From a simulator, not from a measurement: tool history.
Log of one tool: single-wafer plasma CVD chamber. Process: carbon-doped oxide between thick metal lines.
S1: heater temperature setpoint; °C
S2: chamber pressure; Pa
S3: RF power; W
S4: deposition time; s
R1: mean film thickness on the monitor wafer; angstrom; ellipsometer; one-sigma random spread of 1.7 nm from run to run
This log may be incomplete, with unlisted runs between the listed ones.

Run 1, hour 0: S1 345 °C, S2 487 Pa, S3 465 W, S4 88.2 s. Result: R1 4377 angstrom.
Run 2, hour 8.3: S1 345 °C, S2 487 Pa, S3 430 W, S4 88.2 s. Result: R1 3977.9 angstrom.
Run 3, hour 14.1: S1 340 °C, S2 487 Pa, S3 430 W, S4 88.2 s. Result: R1 4046.3 angstrom.
Run 4, hour 21.5: S1 341 °C, S2 465 Pa, S3 410 W, S4 88.2 s. Result: R1 3814.6 angstrom.
Run 5, hour 30.2: S1 341 °C, S2 465 Pa, S3 410 W, S4 91.2 s. Result: R1 3925.4 angstrom.
Run 6, hour 31.5: S1 341 °C, S2 428 Pa, S3 410 W, S4 91.2 s. Result: R1 3886.1 angstrom.
Run 7, hour 35.2: S1 341 °C, S2 397 Pa, S3 400 W, S4 91.1 s. Result: R1 3715.2 angstrom.
Run 8, hour 41.6: S1 341 °C, S2 375 Pa, S3 395 W, S4 91.1 s. Result: R1 3645.3 angstrom.

Run 9 has not been measured yet. What should we expect?
Run 9, hour 50: S1 341 °C, S2 357 Pa, S3 395 W, S4 91.1 s. Result: R1 ?.

R1: 3595.1 angstrom
